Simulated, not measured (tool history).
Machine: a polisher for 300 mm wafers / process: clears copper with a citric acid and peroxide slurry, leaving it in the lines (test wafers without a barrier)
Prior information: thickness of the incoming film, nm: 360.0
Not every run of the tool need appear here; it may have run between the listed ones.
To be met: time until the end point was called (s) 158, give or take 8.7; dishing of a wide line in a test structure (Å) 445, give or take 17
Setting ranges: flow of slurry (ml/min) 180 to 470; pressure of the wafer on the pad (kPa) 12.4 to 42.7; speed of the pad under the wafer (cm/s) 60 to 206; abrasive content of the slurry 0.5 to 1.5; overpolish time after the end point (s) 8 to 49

| run | day | flow of slurry (ml/min) | pressure of the wafer on the pad (kPa) | speed of the pad under the wafer (cm/s) | abrasive content of the slurry | overpolish time after the end point (s) | time until the end point was called (s) | dishing of a wide line in a test structure (Å) |
|---|---|---|---|---|---|---|---|---|
| 1 | 0 | 300 | 27.6 | 132 | 1 | 25 | 106.41 | 529.66 |
| 2 | 0.071 | 300 | 24.8 | 132 | 1 | 26 | 117.39 | 491.49 |
| 3 | 0.175 | 300 | 22.8 | 130 | 1 | 27 | 131.02 | 461.64 |
| 4 | 0.421 | 300 | 22.8 | 130 | 1 | 37 | 131.42 | 612.19 |
| 5 | 0.554 | 300 | 21.4 | 130 | 1 | 36 | 142.61 | 556.4 |
| 6 | 0.662 | 300 | 21.4 | 130 | 1 | 27 | 138.58 | 452.81 |
| 7 | 0.971 | 300 | 20.7 | 130 | 1 | 28 | 146.19 | 448.66 |
|  | 1.121 | head pressure recalibrated |
| 8 | 1.121 | 300 | 20 | 130 | 1 | 28 | 136.03 | 465.78 |
| 9 | 1.204 | 300 | 18.6 | 130 | 1 | 29 | 147.25 | 445.99 |

5 next moves are on the table. One of them brings every result within its allowed miss. Which?
| A | 1.288 | 325 | 17.2 | 156 | 1.05 | 25 | ? | ? |
| B | 1.288 | 315 | 17.2 | 154 | 1.15 | 27 | ? | ? |
| C | 1.288 | 250 | 22.1 | 120 | 1.05 | 27 | ? | ? |
| D | 1.288 | 180 | 17.2 | 150 | 0.75 | 31 | ? | ? |
| E | 1.288 | 370 | 20.7 | 124 | 1 | 25 | ? | ? |

| move | time until the end point was called (s) | dishing of a wide line in a test structure (Å) |
|---|---|---|
| A | 132.68 | 434.42 |
| B | 131.74 | 466.96 |
| C | 138.17 | 454.69 |
| D | 159.24 | 446.87 |
| E | 139.36 | 420.47 |
A: lands further from the targets than the last run did
B: lands further from the targets than the last run did
C: lands further from the targets than the last run did
D: all results in spec
E: lands further from the targets than the last run did
D meets every target.
